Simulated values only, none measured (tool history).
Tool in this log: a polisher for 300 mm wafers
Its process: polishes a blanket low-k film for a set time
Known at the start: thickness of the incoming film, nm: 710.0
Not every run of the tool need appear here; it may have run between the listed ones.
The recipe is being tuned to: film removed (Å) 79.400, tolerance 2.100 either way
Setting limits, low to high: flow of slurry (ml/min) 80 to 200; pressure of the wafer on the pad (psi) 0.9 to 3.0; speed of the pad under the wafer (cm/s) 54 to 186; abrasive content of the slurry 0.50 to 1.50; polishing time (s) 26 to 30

| run | hour | flow of slurry (ml/min) | pressure of the wafer on the pad (psi) | speed of the pad under the wafer (cm/s) | abrasive content of the slurry | polishing time (s) | film removed (Å) |
|---|---|---|---|---|---|---|---|
| 1 | 0.0 | 130 | 1.9 | 118 | 1.00 | 30 | 110.220 |
| 2 | 3.2 | 130 | 1.9 | 118 | 0.80 | 30 | 101.980 |
| 3 | 7.9 | 130 | 1.9 | 118 | 0.70 | 30 | 95.629 |
| 4 | 8.6 | 125 | 1.8 | 118 | 0.70 | 30 | 90.871 |
| 5 | 11.4 | 120 | 1.8 | 118 | 0.70 | 30 | 90.259 |
| 6 | 13.3 | 120 | 2.2 | 118 | 0.70 | 30 | 110.260 |
| 7 | 16.6 | 115 | 2.1 | 118 | 0.70 | 30 | 104.040 |
| 8 | 23.8 | 110 | 2.0 | 118 | 0.70 | 30 | 99.256 |
| 9 | 28.8 | 110 | 2.0 | 118 | 0.70 | 30 | 98.293 |
| 10 | 30.8 | 90 | 1.6 | 118 | 0.70 | 30 | 74.074 |
| 11 | 39.8 | 95 | 1.6 | 118 | 0.70 | 30 | 76.986 |
| 12 | 47.6 | 100 | 1.6 | 118 | 0.70 | 30 | 76.149 |

Of the 5 settings listed for the next run, only one would bring every result within its allowed miss of target. Which one?
| A | 55.4 | 90 | 1.7 | 126 | 0.80 | 26 | ? |
| B | 55.4 | 85 | 1.6 | 130 | 0.75 | 29 | ? |
| C | 55.4 | 105 | 1.6 | 108 | 0.95 | 27 | ? |
| D | 55.4 | 110 | 1.5 | 118 | 0.75 | 28 | ? |
| E | 55.4 | 95 | 1.6 | 124 | 0.65 | 28 | ? |

| move | film removed (Å) |
|---|---|
| A | 76.097 |
| B | 78.705 |
| C | 73.657 |
| D | 70.793 |
| E | 71.266 |
A: just as far off the targets as the last run
B: each result inside its tolerance
C: moves away from the targets compared with the last run
D: moves away from the targets compared with the last run
E: moves away from the targets compared with the last run
Go with B: it meets all targets.
